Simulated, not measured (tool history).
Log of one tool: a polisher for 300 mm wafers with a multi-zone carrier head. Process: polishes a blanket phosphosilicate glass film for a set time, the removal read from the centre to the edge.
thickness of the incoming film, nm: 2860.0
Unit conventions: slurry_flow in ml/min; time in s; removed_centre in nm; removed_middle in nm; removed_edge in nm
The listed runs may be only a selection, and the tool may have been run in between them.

run 1 hour=0.0 | slurry_flow=265 centre_zone=1.00 middle_zone=1.00 edge_zone=1.00 slurry_solids=1.00 time=31 | removed_centre=355.87 removed_middle=360.42 removed_edge=361.22
run 2 hour=6.9 | slurry_flow=265 centre_zone=1.00 middle_zone=1.00 edge_zone=0.92 slurry_solids=1.00 time=31 | removed_centre=360.28 removed_middle=359.35 removed_edge=343.13
run 3 hour=15.8 | slurry_flow=275 centre_zone=1.03 middle_zone=1.02 edge_zone=0.98 slurry_solids=1.10 time=31 | removed_centre=375.59 removed_middle=369.67 removed_edge=369.98
run 4 hour=20.8 | slurry_flow=280 centre_zone=1.05 middle_zone=1.05 edge_zone=0.99 slurry_solids=1.20 time=32 | removed_centre=402.36 removed_middle=406.90 removed_edge=391.12
run 5 hour=28.7 | slurry_flow=280 centre_zone=1.11 middle_zone=1.05 edge_zone=0.99 slurry_solids=1.20 time=32 | removed_centre=413.60 removed_middle=403.30 removed_edge=394.24
run 6 hour=29.4 | slurry_flow=285 centre_zone=1.12 middle_zone=1.06 edge_zone=1.02 slurry_solids=1.30 time=32 | removed_centre=434.41 removed_middle=411.36 removed_edge=406.71
run 7 hour=37.8 | slurry_flow=290 centre_zone=1.10 middle_zone=1.07 edge_zone=1.05 slurry_solids=1.35 time=33 | removed_centre=441.80 removed_middle=444.83 removed_edge=429.73
run 8 hour=38.4 | slurry_flow=290 centre_zone=1.10 middle_zone=1.06 edge_zone=1.07 slurry_solids=1.40 time=33 | removed_centre=440.19 removed_middle=449.71 removed_edge=439.02
run 9 hour=39.4 | slurry_flow=295 centre_zone=1.11 middle_zone=1.05 edge_zone=1.08 slurry_solids=1.45 time=33 | removed_centre=460.13 removed_middle=442.39 removed_edge=449.52
run 10 hour=40.6 | slurry_flow=300 centre_zone=1.11 middle_zone=1.05 edge_zone=1.09 slurry_solids=1.45 time=33 | removed_centre=458.53 removed_middle=450.01 removed_edge=450.92
run 11 hour=48.5 | slurry_flow=305 centre_zone=1.11 middle_zone=1.05 edge_zone=1.10 slurry_solids=1.45 time=33 | removed_centre=464.95 removed_middle=455.32 removed_edge=456.96
run 12 hour=56.3 | slurry_flow=315 centre_zone=1.11 middle_zone=1.05 edge_zone=1.11 slurry_solids=1.45 time=33 | removed_centre=466.85 removed_middle=448.18 removed_edge=460.14
run 13 hour=61.9 | slurry_flow=325 centre_zone=1.11 middle_zone=1.06 edge_zone=1.12 slurry_solids=1.45 time=33 | removed_centre=460.19 removed_middle=453.56 removed_edge=462.98
run 14 hour=62.6 | slurry_flow=330 centre_zone=1.11 middle_zone=1.07 edge_zone=1.12 slurry_solids=1.45 time=33 | removed_centre=463.32 removed_middle=449.04 removed_edge=464.24
run 15 hour=67.5 | slurry_flow=330 centre_zone=1.11 middle_zone=1.08 edge_zone=1.12 slurry_solids=1.45 time=33 | removed_centre=463.63 removed_middle=461.54 removed_edge=461.40
run 16 hour=68.2 | slurry_flow=335 centre_zone=1.11 middle_zone=1.08 edge_zone=1.13 slurry_solids=1.45 time=33 | removed_centre=459.53 removed_middle=466.06 removed_edge=461.88
run 17 hour=72.1 | slurry_flow=340 centre_zone=1.11 middle_zone=1.08 edge_zone=1.14 slurry_solids=1.45 time=33 | removed_centre=460.78 removed_middle=462.11 removed_edge=466.85
run 18 hour=73.6 | slurry_flow=345 centre_zone=1.11 middle_zone=1.08 edge_zone=1.14 slurry_solids=1.45 time=33 | removed_centre=449.84 removed_middle=452.29 removed_edge=467.69

What does the tool deliver on the next run?
run 19 hour=75.8 | slurry_flow=345 centre_zone=1.12 middle_zone=1.08 edge_zone=1.14 slurry_solids=1.45 time=33 | removed_centre=? removed_middle=? removed_edge=?

{"run 19": {"removed_centre": 458.51, "removed_middle": 458.32, "removed_edge": 464.78}}
